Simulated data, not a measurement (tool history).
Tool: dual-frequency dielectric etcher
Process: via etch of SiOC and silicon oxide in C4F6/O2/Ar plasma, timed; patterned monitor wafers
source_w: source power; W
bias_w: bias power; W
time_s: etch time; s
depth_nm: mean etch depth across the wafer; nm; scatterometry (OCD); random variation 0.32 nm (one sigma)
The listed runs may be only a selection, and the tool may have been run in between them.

run 1 hour=0 | source_w=290 bias_w=152 time_s=40.5 | depth_nm=42.266
run 2 hour=3.1 | source_w=260 bias_w=152 time_s=40.5 | depth_nm=40.153
run 3 hour=10.7 | source_w=260 bias_w=168 time_s=40.5 | depth_nm=41.946
run 4 hour=19 | source_w=260 bias_w=168 time_s=37.5 | depth_nm=38.764
run 5 hour=21.1 | source_w=290 bias_w=173 time_s=37.5 | depth_nm=40.81
run 6 hour=26 | source_w=310 bias_w=180 time_s=38 | depth_nm=43.401
run 7 hour=34.8 | source_w=320 bias_w=182 time_s=38 | depth_nm=43.487

Run 8, settings as shown, results not yet in. Your forecast:
run 8 hour=41.6 | source_w=330 bias_w=185 time_s=38 | depth_nm=?

{"run 8": {"depth_nm": 44.874}}
